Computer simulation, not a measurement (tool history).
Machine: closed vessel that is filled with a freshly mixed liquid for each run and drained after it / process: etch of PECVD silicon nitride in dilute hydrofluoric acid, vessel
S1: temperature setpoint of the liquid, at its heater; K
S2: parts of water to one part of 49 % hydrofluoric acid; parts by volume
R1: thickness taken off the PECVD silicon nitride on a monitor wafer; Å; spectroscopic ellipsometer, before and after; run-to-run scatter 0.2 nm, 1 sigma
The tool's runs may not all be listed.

{"run": 1, "day": 0.0, "S1": 294.15, "S2": 265, "time in the liquid (s)": 1660, "R1": 168.09}
{"run": 2, "day": 0.217, "S1": 294.15, "S2": 345, "time in the liquid (s)": 1660, "R1": 133.49}
{"run": 3, "day": 0.367, "S1": 295.15, "S2": 345, "time in the liquid (s)": 1660, "R1": 139.41}
{"run": 4, "day": 0.725, "S1": 296.15, "S2": 345, "time in the liquid (s)": 1660, "R1": 145.17}
{"run": 5, "day": 0.954, "S1": 296.15, "S2": 345, "time in the liquid (s)": 1765, "R1": 155.07}
{"run": 6, "day": 1.008, "S1": 297.15, "S2": 340, "time in the liquid (s)": 1765, "R1": 165.86}
{"run": 7, "day": 1.196, "S1": 298.15, "S2": 340, "time in the liquid (s)": 1765, "R1": 176.65}
{"run": 8, "day": 1.45, "S1": 298.65, "S2": 340, "time in the liquid (s)": 1765, "R1": 185.08}

Estimate the outcome of run 9 from the log above:
{"run": 9, "day": 1.667, "S1": 298.65, "S2": 340, "time in the liquid (s)": 1765, "R1": "?"}

{"run 9": {"R1": 183.34}}
